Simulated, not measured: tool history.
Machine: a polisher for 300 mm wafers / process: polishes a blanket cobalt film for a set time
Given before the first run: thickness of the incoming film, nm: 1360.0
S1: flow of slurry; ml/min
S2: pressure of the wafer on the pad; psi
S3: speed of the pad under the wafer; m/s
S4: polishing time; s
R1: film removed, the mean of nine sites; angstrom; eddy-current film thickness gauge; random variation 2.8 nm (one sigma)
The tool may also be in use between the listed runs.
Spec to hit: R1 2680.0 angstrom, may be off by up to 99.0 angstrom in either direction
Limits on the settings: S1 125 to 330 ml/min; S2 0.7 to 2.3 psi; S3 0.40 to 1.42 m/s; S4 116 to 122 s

Run 1, hour 0.0: S1 210 ml/min, S2 1.5 psi, S3 0.90 m/s, S4 116 s. Result: R1 3568.4 angstrom.
Run 2, hour 3.3: S1 210 ml/min, S2 1.5 psi, S3 0.90 m/s, S4 116 s. Result: R1 3628.1 angstrom.
Run 3, hour 5.2: S1 210 ml/min, S2 1.7 psi, S3 0.90 m/s, S4 116 s. Result: R1 4025.7 angstrom.
Run 4, hour 6.1: S1 210 ml/min, S2 1.6 psi, S3 0.90 m/s, S4 116 s. Result: R1 3801.4 angstrom.
Run 5, hour 15.1: S1 210 ml/min, S2 1.5 psi, S3 0.90 m/s, S4 116 s. Result: R1 3617.8 angstrom.
Run 6, hour 20.3: S1 210 ml/min, S2 1.4 psi, S3 0.90 m/s, S4 116 s. Result: R1 3266.8 angstrom.
At hour 21.8: worn pad replaced by a new one.
Run 7, hour 21.8: S1 210 ml/min, S2 1.3 psi, S3 0.90 m/s, S4 116 s. Result: R1 3379.8 angstrom.
Run 8, hour 24.8: S1 210 ml/min, S2 1.2 psi, S3 0.90 m/s, S4 116 s. Result: R1 3158.2 angstrom.
Run 9, hour 32.5: S1 210 ml/min, S2 1.1 psi, S3 0.90 m/s, S4 116 s. Result: R1 2857.9 angstrom.

4 candidate next runs follow, results not yet known. Just one meets every target within its allowed miss. Identify it.
Run A, hour 40.2: S1 225 ml/min, S2 1.1 psi, S3 0.92 m/s, S4 117 s. Result: R1 ?.
Run B, hour 40.2: S1 205 ml/min, S2 1.1 psi, S3 0.92 m/s, S4 116 s. Result: R1 ?.
Run C, hour 40.2: S1 255 ml/min, S2 1.2 psi, S3 0.76 m/s, S4 116 s. Result: R1 ?.
Run D, hour 40.2: S1 205 ml/min, S2 1.2 psi, S3 0.84 m/s, S4 116 s. Result: R1 ?.

move      R1
   A  3035.5
   B  2979.9
   C  2753.6
   D  2966.4
A: moves away from the targets compared with the last run
B: moves away from the targets compared with the last run
C: every result within its allowed miss
D: moves away from the targets compared with the last run
So the answer is move C, the one that meets all the targets.
